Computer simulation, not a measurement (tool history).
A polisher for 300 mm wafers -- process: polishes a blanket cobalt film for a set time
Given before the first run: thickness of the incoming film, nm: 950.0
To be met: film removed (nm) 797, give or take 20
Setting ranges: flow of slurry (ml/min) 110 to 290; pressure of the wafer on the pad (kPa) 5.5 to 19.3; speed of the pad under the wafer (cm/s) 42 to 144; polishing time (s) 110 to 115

| run | hour | flow of slurry (ml/min) | pressure of the wafer on the pad (kPa) | speed of the pad under the wafer (cm/s) | polishing time (s) | film removed (nm) |
|---|---|---|---|---|---|---|
| 1 | 0 | 185 | 12.4 | 92 | 110 | 483.9 |
| 2 | 3.4 | 190 | 13.8 | 92 | 110 | 538.06 |
| 3 | 9.2 | 190 | 16.5 | 92 | 110 | 626.11 |
| 4 | 16.9 | 195 | 17.2 | 92 | 110 | 653.95 |
| 5 | 22.5 | 195 | 19.3 | 92 | 110 | 730.51 |
| 6 | 30.1 | 195 | 16.5 | 92 | 110 | 631.97 |
| 7 | 36.7 | 195 | 16.5 | 92 | 110 | 631.96 |
| 8 | 41.2 | 205 | 17.2 | 92 | 110 | 673.31 |
| 9 | 47.5 | 220 | 17.2 | 92 | 110 | 673.2 |
| 10 | 48.4 | 225 | 17.9 | 92 | 110 | 697.59 |
| 11 | 53 | 230 | 17.9 | 92 | 110 | 715.96 |
| 12 | 56.1 | 230 | 17.9 | 92 | 110 | 713.54 |
|  | 64.2 | slurry nozzle cleaned |
| 13 | 64.2 | 235 | 17.9 | 92 | 110 | 766.78 |
| 14 | 66 | 240 | 17.9 | 92 | 110 | 774.62 |
| 15 | 74.9 | 245 | 17.9 | 92 | 110 | 774.19 |
| 16 | 83.4 | 255 | 17.9 | 92 | 110 | 769.12 |

Of the 4 settings listed for the next run, only one would bring every result within its allowed miss of target. Which one?
| A | 91.9 | 250 | 16.5 | 94 | 110 | ? |
| B | 91.9 | 290 | 15.9 | 92 | 113 | ? |
| C | 91.9 | 245 | 19.3 | 84 | 115 | ? |
| D | 91.9 | 275 | 17.9 | 86 | 114 | ? |

| move | film removed (nm) |
|---|---|
| A | 739.32 |
| B | 726.84 |
| C | 795.63 |
| D | 763.49 |
A: its largest miss is bigger than the last run's
B: its largest miss is bigger than the last run's
C: all results land within tolerance of their targets
D: its largest miss is bigger than the last run's
The right move is C.
